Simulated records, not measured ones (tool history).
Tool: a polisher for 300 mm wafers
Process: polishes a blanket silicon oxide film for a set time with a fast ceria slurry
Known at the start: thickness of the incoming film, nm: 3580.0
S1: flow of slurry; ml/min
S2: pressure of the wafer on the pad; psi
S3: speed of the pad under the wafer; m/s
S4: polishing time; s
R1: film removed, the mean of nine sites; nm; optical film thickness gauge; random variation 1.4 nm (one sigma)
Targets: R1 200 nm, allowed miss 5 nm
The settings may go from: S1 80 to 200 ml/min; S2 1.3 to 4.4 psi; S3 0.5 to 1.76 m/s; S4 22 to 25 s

run	hour	S1	S2	S3	S4	R1
1	0	130	2.8	1.12	25	331.11
2	6.9	130	2.8	1.12	25	327.47
3	14.6	130	2.2	1.12	25	260.13
4	20.5	125	2.1	1.12	25	245.2
5	28.1	120	2.1	1.12	25	243.84
6	31.9	115	2.1	1.12	25	243.04
7	33.9	105	1.9	1.12	25	213.57
8	41	95	1.9	1.12	25	210.37

5 next moves are on the table. One of them brings every result within its allowed miss. Which?
A	48.1	85	2.3	1.04	25	?
B	48.1	85	1.7	1.32	25	?
C	48.1	120	2	1.16	22	?
D	48.1	85	1.9	1.14	23	?
E	48.1	85	2.2	1.02	24	?

move	R1
A	223.52
B	210.92
C	211.31
D	187.1
E	201.76
A: further off than the last run
B: further off than the last run
C: further off than the last run
D: takes the result that was furthest off past its target
E: meets every target
Answer: E

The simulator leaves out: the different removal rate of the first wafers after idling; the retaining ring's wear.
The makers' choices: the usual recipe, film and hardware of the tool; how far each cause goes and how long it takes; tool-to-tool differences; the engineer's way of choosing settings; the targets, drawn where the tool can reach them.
